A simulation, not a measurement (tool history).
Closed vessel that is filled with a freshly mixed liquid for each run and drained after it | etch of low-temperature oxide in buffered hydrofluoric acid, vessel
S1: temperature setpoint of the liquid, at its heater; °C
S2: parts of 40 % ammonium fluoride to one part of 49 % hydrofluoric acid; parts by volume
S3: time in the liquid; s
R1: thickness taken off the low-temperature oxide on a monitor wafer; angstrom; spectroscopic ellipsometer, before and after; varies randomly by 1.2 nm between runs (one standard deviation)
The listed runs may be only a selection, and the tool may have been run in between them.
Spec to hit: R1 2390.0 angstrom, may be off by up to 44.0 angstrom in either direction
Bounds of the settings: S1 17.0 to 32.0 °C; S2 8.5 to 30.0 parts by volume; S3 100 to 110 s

Run 1, hour 0.0: S1 24.0 °C, S2 23.5 parts by volume, S3 100 s. Result: R1 1353.5 angstrom.
Run 2, hour 3.8: S1 26.5 °C, S2 22.0 parts by volume, S3 100 s. Result: R1 1623.6 angstrom.
Run 3, hour 8.7: S1 28.5 °C, S2 21.0 parts by volume, S3 100 s. Result: R1 1872.5 angstrom.
Run 4, hour 17.6: S1 30.0 °C, S2 21.0 parts by volume, S3 100 s. Result: R1 2021.9 angstrom.
Run 5, hour 19.0: S1 32.0 °C, S2 21.0 parts by volume, S3 100 s. Result: R1 2259.6 angstrom.
Run 6, hour 24.7: S1 32.0 °C, S2 16.0 parts by volume, S3 100 s. Result: R1 2880.8 angstrom.
Run 7, hour 27.6: S1 31.0 °C, S2 16.0 parts by volume, S3 100 s. Result: R1 2739.0 angstrom.
Run 8, hour 31.0: S1 30.0 °C, S2 16.0 parts by volume, S3 100 s. Result: R1 2630.9 angstrom.
Run 9, hour 37.7: S1 29.5 °C, S2 16.0 parts by volume, S3 100 s. Result: R1 2527.6 angstrom.

4 next moves are on the table. One of them brings every result within its allowed miss. Which?
Run A, hour 44.4: S1 31.5 °C, S2 19.0 parts by volume, S3 100 s. Result: R1 ?.
Run B, hour 44.4: S1 27.0 °C, S2 14.5 parts by volume, S3 110 s. Result: R1 ?.
Run C, hour 44.4: S1 29.5 °C, S2 15.5 parts by volume, S3 100 s. Result: R1 ?.
Run D, hour 44.4: S1 29.5 °C, S2 16.5 parts by volume, S3 105 s. Result: R1 ?.

move      R1
   A  2363.3
   B  2671.7
   C  2598.4
   D  2565.9
A: in spec on every target
B: lands further from the targets than the last run did
C: lands further from the targets than the last run did
D: lands further from the targets than the last run did
Answer: A
